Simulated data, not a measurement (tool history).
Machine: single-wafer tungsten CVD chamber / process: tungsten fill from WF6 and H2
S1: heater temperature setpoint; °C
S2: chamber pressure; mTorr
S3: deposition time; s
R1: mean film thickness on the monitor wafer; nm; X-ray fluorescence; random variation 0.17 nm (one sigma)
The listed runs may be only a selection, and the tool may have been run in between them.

run 1 day=0.000 | S1=370 S2=40600 S3=27.5 | R1=54.598
run 2 day=0.083 | S1=363 S2=40600 S3=27.5 | R1=47.989
run 3 day=0.412 | S1=359 S2=40400 S3=27.5 | R1=44.542
run 4 day=0.575 | S1=359 S2=40400 S3=26.2 | R1=42.106
run 5 day=0.942 | S1=357 S2=40300 S3=26.2 | R1=40.430
-- day=1.129 thermocouple changed; heater temperature recalibrated
run 6 day=1.129 | S1=367 S2=40300 S3=26.2 | R1=45.642

Forecast run 7:
run 7 day=1.333 | S1=363 S2=40000 S3=26.2 | R1=?

{"run 7": {"R1": 42.166}}
